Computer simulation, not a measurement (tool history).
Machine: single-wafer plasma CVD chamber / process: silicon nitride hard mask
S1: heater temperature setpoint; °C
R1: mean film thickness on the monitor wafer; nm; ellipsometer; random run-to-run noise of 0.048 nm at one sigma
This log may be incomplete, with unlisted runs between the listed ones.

{"run": 1, "day": 0.0, "S1": 390, "chamber pressure (mTorr)": 1870, "RF power (W)": 355, "deposition time (s)": 15.7, "R1": 21.003}
{"run": 2, "day": 0.212, "S1": 390, "chamber pressure (mTorr)": 1800, "RF power (W)": 350, "deposition time (s)": 15.7, "R1": 20.634}
{"run": 3, "day": 0.458, "S1": 390, "chamber pressure (mTorr)": 2130, "RF power (W)": 350, "deposition time (s)": 15.7, "R1": 21.24}
{"run": 4, "day": 0.708, "S1": 390, "chamber pressure (mTorr)": 2090, "RF power (W)": 345, "deposition time (s)": 15.7, "R1": 20.975}
{"run": 5, "day": 1.046, "S1": 390, "chamber pressure (mTorr)": 2230, "RF power (W)": 345, "deposition time (s)": 15.7, "R1": 21.349}
{"run": 6, "day": 1.15, "S1": 390, "chamber pressure (mTorr)": 2230, "RF power (W)": 345, "deposition time (s)": 15, "R1": 20.386}
{"run": 7, "day": 1.5, "S1": 390, "chamber pressure (mTorr)": 2190, "RF power (W)": 340, "deposition time (s)": 15, "R1": 20.041}

The next listed run, before its measurement:
{"run": 8, "day": 1.675, "S1": 390, "chamber pressure (mTorr)": 2160, "RF power (W)": 335, "deposition time (s)": 15, "R1": "?"}

Run 8 yielded R1 19.789 nm.
